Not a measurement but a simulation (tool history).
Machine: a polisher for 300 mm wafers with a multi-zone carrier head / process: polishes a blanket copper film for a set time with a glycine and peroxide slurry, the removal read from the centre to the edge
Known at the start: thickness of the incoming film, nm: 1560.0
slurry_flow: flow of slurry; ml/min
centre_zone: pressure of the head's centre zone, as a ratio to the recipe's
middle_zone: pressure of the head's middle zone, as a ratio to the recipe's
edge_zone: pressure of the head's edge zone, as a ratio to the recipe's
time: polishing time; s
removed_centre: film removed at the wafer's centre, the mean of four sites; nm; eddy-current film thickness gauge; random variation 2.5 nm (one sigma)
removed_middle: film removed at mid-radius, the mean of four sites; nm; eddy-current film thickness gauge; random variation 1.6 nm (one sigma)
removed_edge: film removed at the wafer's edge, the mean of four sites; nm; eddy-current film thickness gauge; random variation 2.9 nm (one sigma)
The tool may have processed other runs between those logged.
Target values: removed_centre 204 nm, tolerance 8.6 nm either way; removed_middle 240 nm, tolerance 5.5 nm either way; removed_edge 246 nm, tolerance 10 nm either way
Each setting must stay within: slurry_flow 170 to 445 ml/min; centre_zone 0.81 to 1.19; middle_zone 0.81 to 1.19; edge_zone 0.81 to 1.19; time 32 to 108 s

run  hour  slurry_flow  centre_zone  middle_zone  edge_zone  time  removed_centre  removed_middle  removed_edge
  1     0          285            1            1          1    70          383.69          407.39        410.05
  2     8          275         0.96         0.98       0.97    62          319.76          352.31        354.39
  3    11          270         0.93         0.95       0.94    58          288.15          323.34        328.48
  4  17.4          270         0.93         1.03       0.94    58          288.04          341.71        324.62
  5  23.2          270            1         1.03       0.94    58          318.55          339.24        329.25
  6  31.2          270            1         1.03       0.99    58          305.59          344.68         336.2
  7  35.7          260         0.96            1       0.96    54          283.38          308.27        313.06
  8  39.3          265         0.93         0.98       0.94    51          255.69          289.26        285.29
  9  41.5          265          0.9         0.95       0.93    50          241.27          276.32        280.06
 10  48.6          260         0.88         0.93       0.91    49          229.07          263.45        279.96
 11  52.2          265         0.88         0.96       0.87    39          187.07          217.66         210.1
 12  59.6          265         0.88         0.97        0.9    39          180.87          217.39        213.29
 13  63.4          260          0.9         0.98       0.93    40          189.42          226.37        223.96
     72.2  -- centre zone pressure recalibrated
 14  72.2          255         0.91         0.98       0.95    41          214.39           232.8        227.85
 15  76.4          335         0.82         0.95          1    44          217.49          245.83        250.88
 16  85.4          325         0.82         0.95       0.99    44          210.71          243.78        257.61
 17  87.6          325         0.82         0.95       0.98    44          209.53          245.14        255.21
 18  91.7          325         0.82         0.95       0.97    44          209.32          246.03        255.64
 19  94.4          320         0.82         0.95       0.96    44          206.73           247.2        245.48

Which one of the following 5 next-run settings gets every result inside its allowed miss? There is exactly one.
  A  97.1          430         0.81         0.95       0.97    42               ?               ?             ?
  B  97.1          270         0.81         0.99       0.93    44               ?               ?             ?
  C  97.1          305         0.85         0.94       0.93    44               ?               ?             ?
  D  97.1          380         0.81         0.97       0.87    44               ?               ?             ?
  E  97.1          395         0.87         1.06       0.95    42               ?               ?             ?

move  removed_centre  removed_middle  removed_edge
   A          203.81          238.56        244.47
   B          206.75          251.27        245.38
   C          218.96           242.5        247.08
   D          211.83          252.52        242.09
   E          218.02          260.33        240.79
A: all results in spec
B: further off than the last run
C: brings the result that was furthest off to its target, and leaves another outside
D: further off than the last run
E: further off than the last run
The move that meets every target is A.
